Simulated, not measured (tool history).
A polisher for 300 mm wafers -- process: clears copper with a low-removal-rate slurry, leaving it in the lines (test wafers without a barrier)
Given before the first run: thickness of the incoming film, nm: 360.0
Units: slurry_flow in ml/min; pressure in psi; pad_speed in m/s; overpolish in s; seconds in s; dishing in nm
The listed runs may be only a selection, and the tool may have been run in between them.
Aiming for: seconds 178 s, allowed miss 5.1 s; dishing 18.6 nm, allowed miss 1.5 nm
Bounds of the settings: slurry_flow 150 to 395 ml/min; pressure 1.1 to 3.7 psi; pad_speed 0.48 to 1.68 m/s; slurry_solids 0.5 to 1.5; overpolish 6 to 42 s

| run | hour | slurry_flow | pressure | pad_speed | slurry_solids | overpolish | seconds | dishing |
|---|---|---|---|---|---|---|---|---|
| 1 | 0 | 250 | 2.4 | 1.08 | 1 | 21 | 157.81 | 36.374 |
| 2 | 3.9 | 250 | 2.4 | 1.08 | 0.9 | 21 | 160.41 | 32.955 |
| 3 | 12.2 | 250 | 2.4 | 1.08 | 0.85 | 19 | 161.59 | 31.403 |
| 4 | 14.8 | 250 | 2.4 | 1.26 | 0.85 | 19 | 144.03 | 34.278 |
| 5 | 19.7 | 200 | 2.4 | 1.26 | 0.85 | 19 | 147.62 | 31.821 |
| 6 | 21.3 | 200 | 2.2 | 1.26 | 0.85 | 19 | 157.03 | 31.514 |
| 7 | 27.6 | 200 | 2.1 | 1.26 | 0.8 | 17 | 163.86 | 28.764 |
| 8 | 35.7 | 200 | 2.1 | 1.26 | 0.8 | 15 | 163.31 | 25.132 |
| 9 | 39 | 200 | 2.1 | 1.26 | 0.8 | 14 | 165.22 | 23.065 |
| 10 | 41.5 | 200 | 2.1 | 1.26 | 0.8 | 13 | 165.37 | 21.387 |
| 11 | 43.2 | 195 | 2 | 1.26 | 0.8 | 12 | 168.6 | 19.438 |
| 12 | 51.7 | 190 | 2 | 1.26 | 0.8 | 12 | 169.78 | 19.521 |
| 13 | 58.1 | 185 | 2 | 1.26 | 0.8 | 12 | 170.92 | 19.576 |

Next run, 4 choices. One meets every target within its allowed miss, the rest don't. Which?
| A | 64.5 | 165 | 2.6 | 1.12 | 0.8 | 12 | ? | ? |
| B | 64.5 | 150 | 1.7 | 1.38 | 0.9 | 12 | ? | ? |
| C | 64.5 | 275 | 1.3 | 1.4 | 0.9 | 12 | ? | ? |
| D | 64.5 | 150 | 2.2 | 1.22 | 0.95 | 13 | ? | ? |

| move | seconds | dishing |
|---|---|---|
| A | 159.43 | 20.545 |
| B | 178.73 | 18.306 |
| C | 190.94 | 17.123 |
| D | 165.73 | 21.272 |
A: the biggest miss grows against the last run
B: meets every target
C: pushes the last run's worst result past its target
D: the biggest miss grows against the last run
B meets every target.
